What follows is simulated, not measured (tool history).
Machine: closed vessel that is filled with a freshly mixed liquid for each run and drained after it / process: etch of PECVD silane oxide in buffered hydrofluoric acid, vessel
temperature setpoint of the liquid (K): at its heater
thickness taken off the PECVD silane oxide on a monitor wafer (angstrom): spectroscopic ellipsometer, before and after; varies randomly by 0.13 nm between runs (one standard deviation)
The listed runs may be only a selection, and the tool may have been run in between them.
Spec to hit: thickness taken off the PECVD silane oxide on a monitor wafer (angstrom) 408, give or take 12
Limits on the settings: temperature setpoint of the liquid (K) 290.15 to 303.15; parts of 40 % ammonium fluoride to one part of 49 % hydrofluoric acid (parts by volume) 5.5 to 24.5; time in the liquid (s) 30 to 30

| run | hour | temperature setpoint of the liquid (K) | parts of 40 % ammonium fluoride to one part of 49 % hydrofluoric acid (parts by volume) | time in the liquid (s) | thickness taken off the PECVD silane oxide on a monitor wafer (angstrom) |
|---|---|---|---|---|---|
| 1 | 0 | 295.15 | 15 | 30 | 466.28 |
| 2 | 5.3 | 294.65 | 15 | 30 | 453.09 |
| 3 | 13.4 | 294.65 | 15 | 30 | 453.24 |
| 4 | 15.7 | 294.65 | 15 | 30 | 455.56 |
| 5 | 22.5 | 294.15 | 15 | 30 | 440.54 |
| 6 | 30.7 | 296.65 | 15 | 30 | 504.14 |
| 7 | 35.1 | 296.15 | 15 | 30 | 492.6 |
| 8 | 36.5 | 295.65 | 15 | 30 | 479.05 |
| 9 | 37.3 | 295.15 | 15 | 30 | 463.06 |
| 10 | 45.8 | 294.65 | 15 | 30 | 453.26 |
| 11 | 46.5 | 294.15 | 15 | 30 | 439.68 |

Which one of the following 4 next-run settings gets every result inside its allowed miss? There is exactly one.
| A | 47.2 | 294.15 | 14 | 30 | ? |
| B | 47.2 | 294.65 | 14.5 | 30 | ? |
| C | 47.2 | 297.15 | 19 | 30 | ? |
| D | 47.2 | 295.65 | 15 | 30 | ? |

| move | thickness taken off the PECVD silane oxide on a monitor wafer (angstrom) |
|---|---|
| A | 472.3 |
| B | 469.16 |
| C | 412.63 |
| D | 479.6 |
A: its largest miss is bigger than the last run's
B: its largest miss is bigger than the last run's
C: all results in spec
D: its largest miss is bigger than the last run's
So the answer is move C, the one that meets all the targets.
